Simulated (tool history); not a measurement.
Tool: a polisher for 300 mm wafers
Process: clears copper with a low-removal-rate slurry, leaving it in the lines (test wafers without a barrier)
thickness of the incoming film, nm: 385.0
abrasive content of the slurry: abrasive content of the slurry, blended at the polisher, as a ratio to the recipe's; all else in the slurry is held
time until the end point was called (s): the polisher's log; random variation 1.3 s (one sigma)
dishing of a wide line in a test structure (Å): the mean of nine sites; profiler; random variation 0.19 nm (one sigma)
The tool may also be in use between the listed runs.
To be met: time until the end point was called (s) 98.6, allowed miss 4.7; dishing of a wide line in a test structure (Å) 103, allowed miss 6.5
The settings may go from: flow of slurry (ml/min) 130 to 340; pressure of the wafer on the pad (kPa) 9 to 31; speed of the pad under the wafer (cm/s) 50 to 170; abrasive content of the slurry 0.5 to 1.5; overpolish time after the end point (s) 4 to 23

run  hour  flow of slurry (ml/min)  pressure of the wafer on the pad (kPa)  speed of the pad under the wafer (cm/s)  abrasive content of the slurry  overpolish time after the end point (s)  time until the end point was called (s)  dishing of a wide line in a test structure (Å)
  1     0                      220                                      20                                      110                               1                                       12                                   95.974                                          255.66
  2     5                      220                                    15.2                                      110                               1                                       12                                   124.87                                          207.65
  3  13.7                      220                                    15.2                                      110                               1                                       16                                   127.28                                          259.04
  4  16.4                      225                                    13.1                                      124                               1                                       12                                    129.9                                           202.7
  5  17.2                      225                                    13.1                                      124                             0.9                                       12                                   134.97                                          200.52
  6  22.1                      200                                    13.8                                      118                             1.1                                        9                                    128.5                                          162.49
  7  29.3                      175                                    14.5                                      120                            1.25                                        7                                    120.4                                          142.87
  8  33.5                      160                                    14.5                                      126                            1.35                                        6                                   113.75                                          128.48
  9  37.5                      150                                    13.8                                      138                             1.4                                        5                                   112.12                                          118.18
 10  45.5                      145                                    13.1                                      150                            1.45                                        5                                   109.19                                          114.78
 11  47.5                      140                                    13.1                                      156                            1.45                                        5                                   105.78                                          118.33
 12  56.3                      135                                    13.1                                      160                            1.45                                        5                                    104.5                                          119.72
 13  59.1                      135                                    13.1                                      164                            1.45                                        5                                   98.223                                          118.55
 14  64.6                      135                                    13.1                                      164                            1.45                                        5                                   99.192                                           125.8
 15  71.5                      135                                    12.4                                      166                            1.45                                        5                                   102.75                                          120.02
 16  77.2                      135                                    12.4                                      168                            1.45                                        5                                   103.59                                          117.35

Which of these 5 next moves meets every target?
  A  82.9                      140                                    14.5                                      170                             1.5                                        4                                        ?                                               ?
  B  82.9                      130                                    13.1                                      170                             1.4                                        4                                        ?                                               ?
  C  82.9                      135                                    14.5                                      170                             1.5                                        4                                        ?                                               ?
  D  82.9                      130                                    14.5                                      170                             1.5                                        4                                        ?                                               ?
  E  82.9                      165                                    15.2                                      166                            1.45                                        4                                        ?                                               ?

move  time until the end point was called (s)  dishing of a wide line in a test structure (Å)
   A                                    90.16                                          115.31
   B                                   101.83                                           103.4
   C                                   90.519                                          114.91
   D                                   90.897                                          114.49
   E                                   87.208                                           118.8
A: nearer than the last run, and not there yet
B: meets every target
C: nearer than the last run, and not there yet
D: nearer than the last run, and not there yet
E: further off than the last run
Answer: B

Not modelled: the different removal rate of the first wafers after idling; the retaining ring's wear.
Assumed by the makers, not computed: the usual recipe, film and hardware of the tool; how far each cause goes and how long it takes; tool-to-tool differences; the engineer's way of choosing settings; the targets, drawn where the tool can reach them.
